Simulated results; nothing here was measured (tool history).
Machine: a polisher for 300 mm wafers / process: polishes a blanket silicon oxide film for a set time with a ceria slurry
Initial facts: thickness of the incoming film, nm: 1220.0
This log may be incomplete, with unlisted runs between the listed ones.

run	hour	flow of slurry (ml/min)	pressure of the wafer on the pad (kPa)	speed of the pad under the wafer (cm/s)	polishing time (s)	film removed (nm)
1	0	305	20.7	100	89	324.88
2	9	300	20	100	89	316.15
3	11.4	375	20	100	89	322.99
4	12.2	370	19.3	100	89	308.72
5	18.3	370	23.4	100	89	371.88
6	20.9	370	23.4	100	94	393.53

Expected results for the next run?
7	29.7	370	21.4	100	94	?

film removed (nm): 358.49
